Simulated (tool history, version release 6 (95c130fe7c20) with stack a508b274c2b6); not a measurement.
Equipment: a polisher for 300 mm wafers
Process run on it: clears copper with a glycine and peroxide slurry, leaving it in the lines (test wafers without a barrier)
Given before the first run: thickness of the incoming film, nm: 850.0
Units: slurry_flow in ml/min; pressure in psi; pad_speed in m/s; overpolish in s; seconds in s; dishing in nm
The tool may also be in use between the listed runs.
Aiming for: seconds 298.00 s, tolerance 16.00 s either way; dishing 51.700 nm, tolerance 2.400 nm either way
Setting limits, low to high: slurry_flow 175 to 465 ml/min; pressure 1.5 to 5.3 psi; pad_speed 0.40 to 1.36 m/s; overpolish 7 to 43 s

Run 1, hour 0.0: slurry_flow 295 ml/min, pressure 3.4 psi, pad_speed 0.88 m/s, overpolish 22 s. Result: seconds 142.56 s, dishing 73.857 nm.
Run 2, hour 0.9: slurry_flow 240 ml/min, pressure 3.4 psi, pad_speed 0.88 m/s, overpolish 22 s. Result: seconds 144.37 s, dishing 73.754 nm.
Run 3, hour 9.7: slurry_flow 240 ml/min, pressure 3.4 psi, pad_speed 0.88 m/s, overpolish 28 s. Result: seconds 144.96 s, dishing 86.641 nm.
Run 4, hour 11.4: slurry_flow 240 ml/min, pressure 2.7 psi, pad_speed 0.88 m/s, overpolish 28 s. Result: seconds 177.38 s, dishing 74.978 nm.
Run 5, hour 14.5: slurry_flow 175 ml/min, pressure 2.7 psi, pad_speed 0.88 m/s, overpolish 28 s. Result: seconds 184.79 s, dishing 72.955 nm.
Run 6, hour 20.8: slurry_flow 175 ml/min, pressure 3.4 psi, pad_speed 0.88 m/s, overpolish 28 s. Result: seconds 147.99 s, dishing 82.804 nm.
Run 7, hour 25.7: slurry_flow 175 ml/min, pressure 2.8 psi, pad_speed 0.82 m/s, overpolish 28 s. Result: seconds 187.39 s, dishing 71.673 nm.
Run 8, hour 30.2: slurry_flow 175 ml/min, pressure 2.4 psi, pad_speed 0.78 m/s, overpolish 28 s. Result: seconds 219.10 s, dishing 63.543 nm.
Run 9, hour 32.7: slurry_flow 175 ml/min, pressure 2.1 psi, pad_speed 0.76 m/s, overpolish 28 s. Result: seconds 237.99 s, dishing 57.550 nm.
Run 10, hour 40.9: slurry_flow 175 ml/min, pressure 1.9 psi, pad_speed 0.74 m/s, overpolish 29 s. Result: seconds 268.98 s, dishing 55.007 nm.
Run 11, hour 42.1: slurry_flow 175 ml/min, pressure 1.8 psi, pad_speed 0.74 m/s, overpolish 29 s. Result: seconds 284.68 s, dishing 52.967 nm.
Run 12, hour 48.1: slurry_flow 175 ml/min, pressure 1.8 psi, pad_speed 0.74 m/s, overpolish 29 s. Result: seconds 282.59 s, dishing 53.744 nm.

Next run, 4 choices. One meets every target within its allowed miss, the rest don't. Which?
Run A, hour 54.1: slurry_flow 190 ml/min, pressure 2.0 psi, pad_speed 0.64 m/s, overpolish 32 s. Result: seconds ?, dishing ?.
Run B, hour 54.1: slurry_flow 175 ml/min, pressure 2.3 psi, pad_speed 0.50 m/s, overpolish 30 s. Result: seconds ?, dishing ?.
Run C, hour 54.1: slurry_flow 190 ml/min, pressure 1.7 psi, pad_speed 0.84 m/s, overpolish 28 s. Result: seconds ?, dishing ?.
Run D, hour 54.1: slurry_flow 215 ml/min, pressure 1.9 psi, pad_speed 0.74 m/s, overpolish 28 s. Result: seconds ?, dishing ?.

move  seconds  dishing
   A   287.56   58.061
   B   309.75   52.749
   C   268.88   54.038
   D   266.21   55.047
A: gets the furthest-off result to its target, but another result is out of tolerance
B: all results in spec
C: moves away from the targets compared with the last run
D: moves away from the targets compared with the last run
Go with B: it meets all targets.

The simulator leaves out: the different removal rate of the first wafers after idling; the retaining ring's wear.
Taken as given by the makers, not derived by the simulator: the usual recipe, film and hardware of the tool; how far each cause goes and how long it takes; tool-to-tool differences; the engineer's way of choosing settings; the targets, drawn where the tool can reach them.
